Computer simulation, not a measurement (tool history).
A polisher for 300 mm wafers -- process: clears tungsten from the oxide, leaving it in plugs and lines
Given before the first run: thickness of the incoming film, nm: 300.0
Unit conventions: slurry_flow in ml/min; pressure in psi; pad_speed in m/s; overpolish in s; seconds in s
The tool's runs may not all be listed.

{"run": 1, "hour": 0.0, "slurry_flow": 290, "pressure": 2.5, "pad_speed": 0.98, "slurry_solids": 1, "overpolish": 8, "seconds": 78.434}
{"run": 2, "hour": 8.3, "slurry_flow": 290, "pressure": 2.5, "pad_speed": 0.88, "slurry_solids": 1, "overpolish": 8, "seconds": 89.522}
{"run": 3, "hour": 15.8, "slurry_flow": 290, "pressure": 2.5, "pad_speed": 0.66, "slurry_solids": 1, "overpolish": 8, "seconds": 116.95}
{"run": 4, "hour": 22.1, "slurry_flow": 325, "pressure": 2.5, "pad_speed": 0.66, "slurry_solids": 1, "overpolish": 8, "seconds": 117.41}
{"run": 5, "hour": 27.6, "slurry_flow": 325, "pressure": 2.5, "pad_speed": 0.66, "slurry_solids": 0.9, "overpolish": 8, "seconds": 118.55}
{"run": 6, "hour": 33.6, "slurry_flow": 325, "pressure": 2.6, "pad_speed": 0.66, "slurry_solids": 0.9, "overpolish": 8, "seconds": 116.87}

Estimate the outcome of run 7 from the log above:
{"run": 7, "hour": 40.5, "slurry_flow": 325, "pressure": 2.7, "pad_speed": 0.66, "slurry_solids": 0.9, "overpolish": 8, "seconds": "?"}

seconds: 110.26 s
